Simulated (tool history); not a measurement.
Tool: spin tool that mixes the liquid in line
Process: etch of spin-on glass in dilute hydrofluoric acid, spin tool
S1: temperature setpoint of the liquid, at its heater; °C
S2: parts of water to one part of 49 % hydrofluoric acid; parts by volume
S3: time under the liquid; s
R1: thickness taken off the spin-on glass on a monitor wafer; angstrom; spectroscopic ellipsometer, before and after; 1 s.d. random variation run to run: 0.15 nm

Run 1, hour 0: S1 25 °C, S2 240 parts by volume, S3 125 s. Result: R1 121.06 angstrom.
Run 2, hour 8.3: S1 27 °C, S2 220 parts by volume, S3 125 s. Result: R1 145.59 angstrom.
Run 3, hour 10.3: S1 25.5 °C, S2 220 parts by volume, S3 125 s. Result: R1 138.15 angstrom.
Run 4, hour 12.4: S1 27.5 °C, S2 205 parts by volume, S3 125 s. Result: R1 161.42 angstrom.
At hour 13.1: hydrofluoric acid flow meter replaced.
Run 5, hour 13.1: S1 29 °C, S2 195 parts by volume, S3 125 s. Result: R1 157.44 angstrom.
Run 6, hour 18.9: S1 29 °C, S2 195 parts by volume, S3 130 s. Result: R1 164.19 angstrom.

The next listed run, before its measurement:
Run 7, hour 25: S1 29 °C, S2 175 parts by volume, S3 130 s. Result: R1 ?.

R1: 187.23 angstrom

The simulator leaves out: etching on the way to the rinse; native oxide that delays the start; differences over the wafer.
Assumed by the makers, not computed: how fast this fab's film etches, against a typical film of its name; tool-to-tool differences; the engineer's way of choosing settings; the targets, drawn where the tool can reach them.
